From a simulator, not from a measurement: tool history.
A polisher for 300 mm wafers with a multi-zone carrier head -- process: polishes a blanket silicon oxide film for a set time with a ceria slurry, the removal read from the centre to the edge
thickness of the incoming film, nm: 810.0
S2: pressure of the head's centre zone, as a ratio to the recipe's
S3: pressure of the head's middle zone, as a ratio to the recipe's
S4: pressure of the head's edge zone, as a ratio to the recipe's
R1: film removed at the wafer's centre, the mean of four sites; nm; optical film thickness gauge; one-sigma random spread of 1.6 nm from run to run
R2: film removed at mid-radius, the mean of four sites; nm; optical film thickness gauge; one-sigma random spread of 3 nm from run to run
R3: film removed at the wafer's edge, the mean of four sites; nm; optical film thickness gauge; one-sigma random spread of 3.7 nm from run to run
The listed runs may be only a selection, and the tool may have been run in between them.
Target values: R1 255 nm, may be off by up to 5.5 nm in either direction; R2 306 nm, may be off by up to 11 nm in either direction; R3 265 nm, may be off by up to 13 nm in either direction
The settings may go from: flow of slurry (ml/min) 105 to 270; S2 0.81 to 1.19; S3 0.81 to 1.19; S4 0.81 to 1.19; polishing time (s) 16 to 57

run 1 hour=0 | flow_of_slurry_(ml/min)=175 S2=1 S3=1 S4=1 polishing_time_(s)=36 | R1=244.36 R2=244.69 R3=248.23
run 2 hour=6.9 | flow_of_slurry_(ml/min)=175 S2=1 S3=1 S4=1 polishing_time_(s)=42 | R1=284.73 R2=288.06 R3=296.73
run 3 hour=11.8 | flow_of_slurry_(ml/min)=170 S2=0.99 S3=1.01 S4=0.99 polishing_time_(s)=42 | R1=284.45 R2=290.98 R3=284.89
run 4 hour=15.7 | flow_of_slurry_(ml/min)=165 S2=0.98 S3=1.02 S4=0.99 polishing_time_(s)=42 | R1=280.06 R2=292.96 R3=284.72
run 5 hour=19.4 | flow_of_slurry_(ml/min)=165 S2=0.98 S3=1.02 S4=0.99 polishing_time_(s)=46 | R1=300.55 R2=316.75 R3=312.33
run 6 hour=25.3 | flow_of_slurry_(ml/min)=160 S2=0.97 S3=1.02 S4=0.98 polishing_time_(s)=46 | R1=300.06 R2=313.78 R3=308.66
run 7 hour=31.7 | flow_of_slurry_(ml/min)=125 S2=0.87 S3=1.1 S4=0.88 polishing_time_(s)=44 | R1=239.07 R2=307.73 R3=270.25
run 8 hour=34.7 | flow_of_slurry_(ml/min)=130 S2=0.87 S3=1.1 S4=0.87 polishing_time_(s)=44 | R1=243.51 R2=313.33 R3=273.59
run 9 hour=40 | flow_of_slurry_(ml/min)=130 S2=0.87 S3=1.1 S4=0.87 polishing_time_(s)=44 | R1=244.25 R2=310.09 R3=267.82

Which single option among these 5 for the next run brings every result within its allowed miss of target? Just one does.
run A hour=45.3 | flow_of_slurry_(ml/min)=125 S2=0.95 S3=1.19 S4=0.97 polishing_time_(s)=41 | R1=? R2=? R3=?
run B hour=45.3 | flow_of_slurry_(ml/min)=135 S2=0.9 S3=1.06 S4=0.81 polishing_time_(s)=44 | R1=? R2=? R3=?
run C hour=45.3 | flow_of_slurry_(ml/min)=125 S2=0.86 S3=1.12 S4=0.83 polishing_time_(s)=45 | R1=? R2=? R3=?
run D hour=45.3 | flow_of_slurry_(ml/min)=135 S2=0.86 S3=1.13 S4=0.83 polishing_time_(s)=43 | R1=? R2=? R3=?
run E hour=45.3 | flow_of_slurry_(ml/min)=150 S2=0.84 S3=1.17 S4=0.85 polishing_time_(s)=43 | R1=? R2=? R3=?

move=A R1=241.97 R2=296.21 R3=264.86
move=B R1=250.9 R2=295.36 R3=265.66
move=C R1=240.1 R2=309.87 R3=270.89
move=D R1=234.31 R2=303.74 R3=262.18
move=E R1=234.87 R2=319.55 R3=269.15
A: misses by more than the last run did
B: hits every target within its allowed miss
C: misses by more than the last run did
D: misses by more than the last run did
E: misses by more than the last run did
B is the move that brings every result within its allowed miss.
